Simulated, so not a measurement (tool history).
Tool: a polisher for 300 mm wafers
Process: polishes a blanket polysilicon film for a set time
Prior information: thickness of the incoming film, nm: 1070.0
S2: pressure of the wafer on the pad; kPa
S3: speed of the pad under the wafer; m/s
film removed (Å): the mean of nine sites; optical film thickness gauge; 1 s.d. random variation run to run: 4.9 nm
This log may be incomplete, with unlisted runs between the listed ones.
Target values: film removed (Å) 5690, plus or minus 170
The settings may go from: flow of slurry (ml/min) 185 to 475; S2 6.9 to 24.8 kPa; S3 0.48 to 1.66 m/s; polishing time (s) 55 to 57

Run 1, day 0: flow of slurry (ml/min) 305, S2 15.9 kPa, S3 1.06 m/s, polishing time (s) 55. Result: film removed (Å) 3283.5.
Run 2, day 0.262: flow of slurry (ml/min) 305, S2 18.6 kPa, S3 1.06 m/s, polishing time (s) 55. Result: film removed (Å) 3830.4.
Run 3, day 0.288: flow of slurry (ml/min) 305, S2 18.6 kPa, S3 0.8 m/s, polishing time (s) 55. Result: film removed (Å) 3156.3.
Run 4, day 0.358: flow of slurry (ml/min) 305, S2 15.2 kPa, S3 0.8 m/s, polishing time (s) 55. Result: film removed (Å) 2603.5.
Run 5, day 0.696: flow of slurry (ml/min) 305, S2 15.2 kPa, S3 0.66 m/s, polishing time (s) 55. Result: film removed (Å) 2358.3.
Run 6, day 0.733: flow of slurry (ml/min) 305, S2 15.2 kPa, S3 0.66 m/s, polishing time (s) 57. Result: film removed (Å) 2389.7.
Run 7, day 1.008: flow of slurry (ml/min) 310, S2 17.9 kPa, S3 0.78 m/s, polishing time (s) 57. Result: film removed (Å) 3085.4.
Run 8, day 1.258: flow of slurry (ml/min) 320, S2 22.1 kPa, S3 1.08 m/s, polishing time (s) 57. Result: film removed (Å) 4648.6.

Pick the move, out of 4, that brings all results within their allowed miss; only one does.
Run A, day 1.508: flow of slurry (ml/min) 300, S2 24.8 kPa, S3 1.36 m/s, polishing time (s) 57. Result: film removed (Å) ?.
Run B, day 1.508: flow of slurry (ml/min) 255, S2 24.8 kPa, S3 1.4 m/s, polishing time (s) 57. Result: film removed (Å) ?.
Run C, day 1.508: flow of slurry (ml/min) 355, S2 24.8 kPa, S3 1.2 m/s, polishing time (s) 57. Result: film removed (Å) ?.
Run D, day 1.508: flow of slurry (ml/min) 275, S2 24.1 kPa, S3 1.5 m/s, polishing time (s) 56. Result: film removed (Å) ?.

move  film removed (Å)
   A            6111.7
   B            6143.4
   C            5652.2
   D            6251.5
A: moves the result that the last run missed by most past its target, out the other side
B: moves the result that the last run missed by most past its target, out the other side
C: all results in spec
D: moves the result that the last run missed by most past its target, out the other side
So the answer is move C, the one that meets all the targets.
